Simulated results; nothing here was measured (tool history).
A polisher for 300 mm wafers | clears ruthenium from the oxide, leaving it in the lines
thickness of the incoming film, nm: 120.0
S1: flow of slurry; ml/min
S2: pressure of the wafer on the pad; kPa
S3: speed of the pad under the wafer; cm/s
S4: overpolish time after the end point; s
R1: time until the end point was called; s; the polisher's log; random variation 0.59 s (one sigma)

{"run": 1, "day": 0.0, "S1": 175, "S2": 19.3, "S3": 114, "S4": 6, "R1": 78.054}
{"run": 2, "day": 0.054, "S1": 220, "S2": 19.3, "S3": 114, "S4": 6, "R1": 76.342}
{"run": 3, "day": 0.196, "S1": 220, "S2": 19.3, "S3": 124, "S4": 6, "R1": 70.963}
{"run": 4, "day": 0.25, "S1": 220, "S2": 20, "S3": 124, "S4": 6, "R1": 67.412}
{"run": 5, "day": 0.575, "S1": 220, "S2": 20, "S3": 110, "S4": 6, "R1": 75.905}
{"run": 6, "day": 0.846, "S1": 220, "S2": 17.2, "S3": 110, "S4": 6, "R1": 86.63}
{"run": 7, "day": 1.042, "S1": 220, "S2": 17.9, "S3": 110, "S4": 6, "R1": 84.309}

The next listed run, before its measurement:
{"run": 8, "day": 1.258, "S1": 220, "S2": 18.6, "S3": 110, "S4": 6, "R1": "?"}

{"run 8": {"R1": 81.027}}
